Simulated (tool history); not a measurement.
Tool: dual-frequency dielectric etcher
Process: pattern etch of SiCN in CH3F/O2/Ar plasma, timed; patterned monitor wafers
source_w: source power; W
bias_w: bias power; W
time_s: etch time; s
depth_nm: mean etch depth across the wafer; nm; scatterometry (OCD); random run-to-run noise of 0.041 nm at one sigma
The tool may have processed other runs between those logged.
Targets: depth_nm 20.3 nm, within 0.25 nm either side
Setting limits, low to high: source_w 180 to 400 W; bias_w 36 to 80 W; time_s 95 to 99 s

run,hour,source_w,bias_w,time_s,depth_nm
1,0,290,58,95,27.168
2,3.8,330,58,95,28.839
3,12.1,280,58,95,26.608
4,13,280,58,99,27.817
5,21.9,280,58,95,26.677
6,26.6,260,54,95,25.047
7,28.2,240,52,95,23.71
8,35.8,230,51,95,23.015
9,37.7,180,43,95,18.665
10,38.7,190,43,95,19.41
11,43.1,200,43,95,19.954

Of the 5 settings listed for the next run, only one would bring every result within its allowed miss of target. Which one?
A,47.5,190,49,97,?
B,47.5,210,43,97,?
C,47.5,200,41,98,?
D,47.5,210,37,97,?
E,47.5,180,47,95,?

move,depth_nm
A,20.873
B,20.961
C,20.239
D,19.79
E,19.375
A: the result that was furthest off in the last run now lies on the other side of its target
B: the result that was furthest off in the last run now lies on the other side of its target
C: all results in spec
D: the biggest miss grows against the last run
E: the biggest miss grows against the last run
Go with C: it meets all targets.
